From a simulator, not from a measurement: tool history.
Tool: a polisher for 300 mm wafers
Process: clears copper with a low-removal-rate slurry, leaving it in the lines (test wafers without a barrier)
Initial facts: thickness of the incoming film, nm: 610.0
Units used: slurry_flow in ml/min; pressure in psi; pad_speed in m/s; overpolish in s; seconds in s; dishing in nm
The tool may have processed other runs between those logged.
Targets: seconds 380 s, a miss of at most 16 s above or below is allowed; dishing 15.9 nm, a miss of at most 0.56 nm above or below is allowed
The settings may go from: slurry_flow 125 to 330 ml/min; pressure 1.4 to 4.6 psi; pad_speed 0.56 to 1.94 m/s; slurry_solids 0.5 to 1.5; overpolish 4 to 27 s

Run 1, hour 0: slurry_flow 210 ml/min, pressure 3 psi, pad_speed 1.24 m/s, slurry_solids 1, overpolish 14 s. Result: seconds 182.3 s, dishing 31.092 nm.
Run 2, hour 0.8: slurry_flow 240 ml/min, pressure 3 psi, pad_speed 1.24 m/s, slurry_solids 1, overpolish 14 s. Result: seconds 179.84 s, dishing 31.745 nm.
Run 3, hour 2.6: slurry_flow 220 ml/min, pressure 3 psi, pad_speed 1.24 m/s, slurry_solids 1, overpolish 14 s. Result: seconds 180.71 s, dishing 31.664 nm.
Run 4, hour 5: slurry_flow 220 ml/min, pressure 3.3 psi, pad_speed 1.24 m/s, slurry_solids 1, overpolish 14 s. Result: seconds 164.31 s, dishing 34.414 nm.
Run 5, hour 6.5: slurry_flow 220 ml/min, pressure 3 psi, pad_speed 1.2 m/s, slurry_solids 1, overpolish 14 s. Result: seconds 184.1 s, dishing 31.595 nm.
Run 6, hour 10.4: slurry_flow 220 ml/min, pressure 2.5 psi, pad_speed 1.2 m/s, slurry_solids 1, overpolish 14 s. Result: seconds 220.37 s, dishing 26.499 nm.
Run 7, hour 13.5: slurry_flow 220 ml/min, pressure 2.3 psi, pad_speed 1.16 m/s, slurry_solids 1, overpolish 14 s. Result: seconds 249.94 s, dishing 23.727 nm.
Run 8, hour 20: slurry_flow 220 ml/min, pressure 2.2 psi, pad_speed 1.14 m/s, slurry_solids 1, overpolish 14 s. Result: seconds 257.43 s, dishing 22.337 nm.
Run 9, hour 26.5: slurry_flow 220 ml/min, pressure 2.1 psi, pad_speed 1.12 m/s, slurry_solids 1, overpolish 14 s. Result: seconds 282.03 s, dishing 21.145 nm.
Run 10, hour 34.8: slurry_flow 220 ml/min, pressure 2 psi, pad_speed 1.12 m/s, slurry_solids 1, overpolish 14 s. Result: seconds 292.04 s, dishing 19.89 nm.
Run 11, hour 37: slurry_flow 220 ml/min, pressure 1.9 psi, pad_speed 1.12 m/s, slurry_solids 1, overpolish 14 s. Result: seconds 305.55 s, dishing 19.073 nm.
Run 12, hour 41.7: slurry_flow 220 ml/min, pressure 1.8 psi, pad_speed 1.12 m/s, slurry_solids 1, overpolish 14 s. Result: seconds 322.15 s, dishing 18.538 nm.
Run 13, hour 44.6: slurry_flow 220 ml/min, pressure 1.7 psi, pad_speed 1.12 m/s, slurry_solids 1, overpolish 14 s. Result: seconds 340.9 s, dishing 17.578 nm.
Run 14, hour 48.5: slurry_flow 220 ml/min, pressure 1.6 psi, pad_speed 1.12 m/s, slurry_solids 1, overpolish 14 s. Result: seconds 362.09 s, dishing 16.904 nm.

Which of these 5 next moves meets every target?
Run A, hour 52.4: slurry_flow 205 ml/min, pressure 1.4 psi, pad_speed 1.18 m/s, slurry_solids 1.05, overpolish 17 s. Result: seconds ?, dishing ?.
Run B, hour 52.4: slurry_flow 245 ml/min, pressure 1.4 psi, pad_speed 1.24 m/s, slurry_solids 1.15, overpolish 13 s. Result: seconds ?, dishing ?.
Run C, hour 52.4: slurry_flow 260 ml/min, pressure 1.6 psi, pad_speed 1.28 m/s, slurry_solids 0.7, overpolish 12 s. Result: seconds ?, dishing ?.
Run D, hour 52.4: slurry_flow 175 ml/min, pressure 1.4 psi, pad_speed 1.28 m/s, slurry_solids 0.9, overpolish 14 s. Result: seconds ?, dishing ?.
Run E, hour 52.4: slurry_flow 225 ml/min, pressure 1.5 psi, pad_speed 1.34 m/s, slurry_solids 0.8, overpolish 13 s. Result: seconds ?, dishing ?.

move  seconds  dishing
   A   391.01   18.805
   B   355.12   16.109
   C   354.53    15.07
   D    387.4   15.922
   E   349.47    16.39
A: moves away from the targets compared with the last run
B: meets the target for the result that was furthest off, but another lies outside its allowed miss
C: the result that was furthest off in the last run now lies on the other side of its target
D: hits every target within its allowed miss
E: meets the target for the result that was furthest off, but another lies outside its allowed miss
D meets every target.

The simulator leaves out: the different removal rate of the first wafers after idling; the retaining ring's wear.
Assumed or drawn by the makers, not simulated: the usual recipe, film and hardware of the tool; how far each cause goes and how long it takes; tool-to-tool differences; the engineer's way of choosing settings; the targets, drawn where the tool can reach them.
